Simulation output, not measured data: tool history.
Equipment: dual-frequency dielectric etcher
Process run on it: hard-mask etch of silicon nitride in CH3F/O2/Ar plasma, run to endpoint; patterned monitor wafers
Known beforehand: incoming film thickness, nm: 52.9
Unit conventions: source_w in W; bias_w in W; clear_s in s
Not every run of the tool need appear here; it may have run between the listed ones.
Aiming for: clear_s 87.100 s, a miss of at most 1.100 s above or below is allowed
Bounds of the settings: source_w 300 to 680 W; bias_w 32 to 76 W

{"run": 1, "hour": 0.0, "source_w": 490, "bias_w": 54, "clear_s": 82.617}
{"run": 2, "hour": 2.3, "source_w": 480, "bias_w": 54, "clear_s": 83.151}
{"run": 3, "hour": 8.6, "source_w": 470, "bias_w": 54, "clear_s": 84.209}
{"run": 4, "hour": 11.3, "source_w": 550, "bias_w": 54, "clear_s": 79.56}
{"run": 5, "hour": 15.6, "source_w": 550, "bias_w": 50, "clear_s": 81.695}
{"run": 6, "hour": 24.5, "source_w": 580, "bias_w": 50, "clear_s": 80.018}
{"run": 7, "hour": 26.1, "source_w": 560, "bias_w": 50, "clear_s": 80.791}
{"run": 8, "hour": 31.3, "source_w": 540, "bias_w": 50, "clear_s": 82.168}
{"run": 9, "hour": 32.0, "source_w": 530, "bias_w": 50, "clear_s": 82.203}
{"run": 10, "hour": 33.3, "source_w": 510, "bias_w": 50, "clear_s": 83.249}
{"run": 11, "hour": 38.2, "source_w": 500, "bias_w": 50, "clear_s": 83.488}
{"run": 12, "hour": 45.2, "source_w": 490, "bias_w": 50, "clear_s": 84.448}
{"run": 13, "hour": 48.7, "source_w": 480, "bias_w": 50, "clear_s": 84.579}

Pick the move, out of 4, that brings all results within their allowed miss; only one does.
{"run": "A", "hour": 52.2, "source_w": 520, "bias_w": 54, "clear_s": "?"}
{"run": "B", "hour": 52.2, "source_w": 420, "bias_w": 52, "clear_s": "?"}
{"run": "C", "hour": 52.2, "source_w": 520, "bias_w": 56, "clear_s": "?"}
{"run": "D", "hour": 52.2, "source_w": 480, "bias_w": 52, "clear_s": "?"}

move=A clear_s=80.835
move=B clear_s=86.505
move=C clear_s=80.077
move=D clear_s=83.455
A: further off than the last run
B: every result lands within tolerance
C: further off than the last run
D: further off than the last run
So the answer is move B, the one that meets all the targets.
